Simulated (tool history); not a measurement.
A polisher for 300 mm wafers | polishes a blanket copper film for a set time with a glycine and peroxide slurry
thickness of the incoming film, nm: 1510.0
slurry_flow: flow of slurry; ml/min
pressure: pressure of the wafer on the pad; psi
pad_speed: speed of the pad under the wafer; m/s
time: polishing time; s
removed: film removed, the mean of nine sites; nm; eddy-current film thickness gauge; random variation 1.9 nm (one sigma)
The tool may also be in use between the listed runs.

{"run": 1, "hour": 0.0, "slurry_flow": 265, "pressure": 1.7, "pad_speed": 0.84, "time": 51, "removed": 179.64}
{"run": 2, "hour": 4.0, "slurry_flow": 265, "pressure": 1.7, "pad_speed": 0.84, "time": 51, "removed": 181.65}
{"run": 3, "hour": 9.4, "slurry_flow": 265, "pressure": 1.5, "pad_speed": 0.82, "time": 51, "removed": 160.89}
{"run": 4, "hour": 16.7, "slurry_flow": 265, "pressure": 1.7, "pad_speed": 0.82, "time": 51, "removed": 174.88}
{"run": 5, "hour": 24.2, "slurry_flow": 265, "pressure": 1.7, "pad_speed": 0.98, "time": 51, "removed": 199.77}
{"run": 6, "hour": 30.1, "slurry_flow": 265, "pressure": 1.9, "pad_speed": 0.98, "time": 51, "removed": 219.47}
{"run": 7, "hour": 36.6, "slurry_flow": 265, "pressure": 1.8, "pad_speed": 0.98, "time": 51, "removed": 205.78}
{"hour": 38.1, "done": "worn pad replaced by a new one"}
{"run": 8, "hour": 38.1, "slurry_flow": 265, "pressure": 1.7, "pad_speed": 0.98, "time": 51, "removed": 210.93}
{"run": 9, "hour": 45.6, "slurry_flow": 265, "pressure": 1.6, "pad_speed": 0.96, "time": 51, "removed": 202.42}
{"run": 10, "hour": 53.6, "slurry_flow": 265, "pressure": 1.5, "pad_speed": 0.94, "time": 51, "removed": 185.07}
{"run": 11, "hour": 62.7, "slurry_flow": 265, "pressure": 1.4, "pad_speed": 0.94, "time": 51, "removed": 180.16}
{"run": 12, "hour": 70.5, "slurry_flow": 265, "pressure": 1.3, "pad_speed": 0.94, "time": 51, "removed": 168.59}
{"run": 13, "hour": 78.4, "slurry_flow": 265, "pressure": 1.2, "pad_speed": 0.94, "time": 51, "removed": 162.58}

Forecast run 14:
{"run": 14, "hour": 79.2, "slurry_flow": 265, "pressure": 1.0, "pad_speed": 0.92, "time": 51, "removed": "?"}

Run 14 gave removed 142.70 nm.

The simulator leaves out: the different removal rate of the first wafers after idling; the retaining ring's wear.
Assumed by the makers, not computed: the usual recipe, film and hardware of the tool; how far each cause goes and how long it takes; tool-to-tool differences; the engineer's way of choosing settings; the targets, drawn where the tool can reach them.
